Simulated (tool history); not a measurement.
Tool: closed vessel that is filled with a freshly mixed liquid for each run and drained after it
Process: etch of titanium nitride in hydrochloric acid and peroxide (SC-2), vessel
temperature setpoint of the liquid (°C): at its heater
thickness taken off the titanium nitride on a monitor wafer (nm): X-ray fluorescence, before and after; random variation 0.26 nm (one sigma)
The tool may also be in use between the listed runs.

run,hour,temperature setpoint of the liquid (°C),parts of water to one part each of 37 % hydrochloric acid and 30 % peroxide (parts by volume),time in the liquid (s),thickness taken off the titanium nitride on a monitor wafer (nm)
1,0,56,11.5,905,25.032
2,7.6,56,8,905,34.197
3,10,56,8,905,34.202
4,18.5,56,8,705,26.881
5,24.3,56,8,705,26.553
6,32.1,56,8,905,34.457
7,38.9,57,8,905,36.335

Run 8 comes next. What will it give?
8,47.5,62,8,905,?

Run 8 gave thickness taken off the titanium nitride on a monitor wafer (nm) 49.5.
